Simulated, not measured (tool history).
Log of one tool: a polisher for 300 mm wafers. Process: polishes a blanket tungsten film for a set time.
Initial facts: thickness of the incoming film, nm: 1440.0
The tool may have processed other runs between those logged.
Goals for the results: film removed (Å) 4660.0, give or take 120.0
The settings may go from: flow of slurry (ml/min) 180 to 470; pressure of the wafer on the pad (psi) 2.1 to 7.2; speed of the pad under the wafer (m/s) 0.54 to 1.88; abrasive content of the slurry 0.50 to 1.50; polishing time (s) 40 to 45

run	day	flow of slurry (ml/min)	pressure of the wafer on the pad (psi)	speed of the pad under the wafer (m/s)	abrasive content of the slurry	polishing time (s)	film removed (Å)
1	0.000	300	4.6	1.20	1.00	45	2573.4
2	0.358	300	4.9	1.20	1.00	45	2730.3
3	0.625	300	4.9	1.02	1.00	45	2435.5
4	0.979	355	4.9	1.02	1.00	45	2458.2
# day 1.033: slurry blender recalibrated
5	1.033	355	5.2	1.04	1.00	45	3050.7
6	1.154	370	5.3	1.04	1.00	45	3118.2
7	1.517	380	5.4	1.04	1.00	45	3226.2
8	1.588	390	5.5	1.04	1.00	45	3209.8
9	1.788	395	5.6	1.04	1.00	45	3352.4
10	2.092	400	5.7	1.04	1.00	45	3357.3
11	2.342	405	5.9	1.04	1.00	45	3471.3
12	2.558	410	6.1	1.04	1.00	45	3608.1
13	2.904	415	6.2	1.04	1.00	45	3682.8
14	2.929	415	6.2	1.04	1.00	45	3667.4
15	3.092	420	6.3	1.04	1.00	45	3764.0
16	3.200	425	6.4	1.04	1.00	45	3826.2

Which single option among these 4 for the next run brings every result within its allowed miss of target? Just one does.
A	3.308	470	5.4	1.00	1.15	40	?
B	3.308	350	6.9	1.28	1.15	45	?
C	3.308	470	6.5	1.42	1.15	41	?
D	3.308	470	7.0	1.44	0.85	44	?

move	film removed (Å)
A	2932.6
B	4915.7
C	4667.7
D	4887.4
A: its largest miss is bigger than the last run's
B: moves the result that the last run missed by most past its target, out the other side
C: each result inside its tolerance
D: moves the result that the last run missed by most past its target, out the other side
The right move is C.
